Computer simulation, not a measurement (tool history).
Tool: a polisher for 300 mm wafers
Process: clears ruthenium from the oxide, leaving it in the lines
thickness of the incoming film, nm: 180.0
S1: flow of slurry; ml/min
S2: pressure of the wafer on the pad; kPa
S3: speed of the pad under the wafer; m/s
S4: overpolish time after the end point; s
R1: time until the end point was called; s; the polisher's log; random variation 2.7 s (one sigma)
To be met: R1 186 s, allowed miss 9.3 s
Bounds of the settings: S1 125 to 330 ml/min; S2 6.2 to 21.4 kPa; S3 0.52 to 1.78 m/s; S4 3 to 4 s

run 1 hour=0 | S1=210 S2=13.8 S3=1.14 S4=4 | R1=126.12
run 2 hour=2.9 | S1=210 S2=15.9 S3=1.14 S4=4 | R1=114.67
run 3 hour=8.2 | S1=210 S2=13.8 S3=1.12 S4=4 | R1=131.45
run 4 hour=10.6 | S1=230 S2=13.8 S3=1.12 S4=4 | R1=132.35
run 5 hour=17.7 | S1=285 S2=13.8 S3=1.12 S4=4 | R1=129.11
run 6 hour=19.1 | S1=285 S2=13.8 S3=1.12 S4=4 | R1=126.05
run 7 hour=22.7 | S1=285 S2=12.4 S3=1.1 S4=4 | R1=143.44
run 8 hour=29.2 | S1=285 S2=11.7 S3=1.1 S4=4 | R1=149.41
run 9 hour=32.8 | S1=285 S2=11 S3=1.1 S4=4 | R1=158.39
run 10 hour=38.2 | S1=285 S2=10.3 S3=1.1 S4=4 | R1=170.87

5 next moves are on the table. One of them brings every result within its allowed miss. Which?
run A hour=43.6 | S1=255 S2=11.7 S3=0.9 S4=4 | R1=?
run B hour=43.6 | S1=210 S2=11 S3=0.88 S4=4 | R1=?
run C hour=43.6 | S1=295 S2=6.9 S3=1.36 S4=4 | R1=?
run D hour=43.6 | S1=315 S2=9.7 S3=0.94 S4=4 | R1=?
run E hour=43.6 | S1=265 S2=9 S3=1.08 S4=4 | R1=?

move=A R1=185.31
move=B R1=205.32
move=C R1=206.43
move=D R1=209.99
move=E R1=201.86
A: meets every target
B: takes the result that was furthest off past its target
C: takes the result that was furthest off past its target
D: takes the result that was furthest off past its target
E: takes the result that was furthest off past its target
Answer: A
